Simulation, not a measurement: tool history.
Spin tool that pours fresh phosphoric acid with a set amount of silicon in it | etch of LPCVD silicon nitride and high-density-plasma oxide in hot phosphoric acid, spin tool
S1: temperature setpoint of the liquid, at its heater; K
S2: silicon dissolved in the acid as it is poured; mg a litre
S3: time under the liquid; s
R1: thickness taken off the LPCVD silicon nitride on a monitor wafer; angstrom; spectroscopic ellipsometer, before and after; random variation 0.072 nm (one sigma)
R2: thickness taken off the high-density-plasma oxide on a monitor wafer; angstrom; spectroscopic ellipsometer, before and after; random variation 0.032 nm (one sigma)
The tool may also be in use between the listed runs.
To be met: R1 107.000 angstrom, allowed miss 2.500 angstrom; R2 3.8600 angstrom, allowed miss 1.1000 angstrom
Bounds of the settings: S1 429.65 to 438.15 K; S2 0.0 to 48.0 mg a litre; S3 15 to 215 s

run  hour      S1    S2   S3       R1      R2
  1   0.0  433.15  21.0  110   90.249  2.3934
  2   6.8  433.15  21.0  150  120.810  3.7804
  3   8.0  433.15  21.0  170  137.520  4.5001
  4  10.4  433.15  21.0  215  172.710  5.5298
  5  13.2  434.65  21.0  215  184.320  5.4580
  6  21.1  434.15  21.0  205  173.180  5.5232
  7  28.3  433.65  20.5  195  160.410  4.5757
  8  34.8  433.15  19.0  185  152.950  5.0620
  9  40.7  432.65  19.0  180  143.560  4.7308
 10  47.4  432.15  18.5  175  136.560  3.7173
 11  48.1  432.65  17.5  170  135.330  4.0834
 12  56.3  432.65  17.5  170  134.480  4.2911
 13  65.2  432.65  16.5  165  131.990  4.7064
 14  67.1  432.65  16.5  160  127.740  3.4785
 15  76.0  432.15  19.0  160  127.140  3.2796
 16  83.7  432.15  18.0  155  121.560  4.4940
 17  88.1  432.15  19.5  155  121.050  3.7139
 18  90.2  432.15  18.0  150  117.610  3.7015
 19  98.0  432.15  17.0  150  118.970  3.5344

5 next moves are on the table. One of them brings every result within its allowed miss. Which?
  A  105.8  432.15   7.0  130   ?   ?
  B  105.8  432.65  10.5  140   ?   ?
  C  105.8  438.15   0.0  115   ?   ?
  D  105.8  431.65  22.0  180   ?   ?
  E  105.8  432.65  15.0  135   ?   ?

move       R1      R2
   A  102.430  4.4119
   B  112.190  4.5717
   C  110.640  6.9474
   D  139.450  4.0462
   E  108.180  3.9626
A: takes the result that was furthest off past its target
B: nearer than the last run, and not there yet
C: nearer than the last run, and not there yet
D: further off than the last run
E: meets every target
The right move is E.

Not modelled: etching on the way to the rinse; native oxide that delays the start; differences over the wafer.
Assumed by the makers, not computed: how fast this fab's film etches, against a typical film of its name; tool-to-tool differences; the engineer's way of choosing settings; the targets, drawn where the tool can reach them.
